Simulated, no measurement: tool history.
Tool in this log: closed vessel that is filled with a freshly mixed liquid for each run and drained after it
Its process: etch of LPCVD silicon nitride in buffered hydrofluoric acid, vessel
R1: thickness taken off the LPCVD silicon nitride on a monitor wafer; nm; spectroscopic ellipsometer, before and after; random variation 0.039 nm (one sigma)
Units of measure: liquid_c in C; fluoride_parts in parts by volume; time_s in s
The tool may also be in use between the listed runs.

{"run": 1, "day": 0.0, "liquid_c": 25, "fluoride_parts": 8.5, "time_s": 435, "R1": 7.6834}
{"run": 2, "day": 0.133, "liquid_c": 26.5, "fluoride_parts": 8.5, "time_s": 435, "R1": 8.3751}
{"run": 3, "day": 0.175, "liquid_c": 28, "fluoride_parts": 8.5, "time_s": 435, "R1": 9.0316}
{"run": 4, "day": 0.442, "liquid_c": 28, "fluoride_parts": 8.5, "time_s": 435, "R1": 9.0149}
{"run": 5, "day": 0.546, "liquid_c": 28, "fluoride_parts": 7, "time_s": 435, "R1": 11.179}
{"run": 6, "day": 0.696, "liquid_c": 28, "fluoride_parts": 7, "time_s": 435, "R1": 11.113}

Run 7 comes next. What will it give?
{"run": 7, "day": 0.758, "liquid_c": 28.5, "fluoride_parts": 7, "time_s": 435, "R1": "?"}

Run 7 came out at R1 11.388 nm.
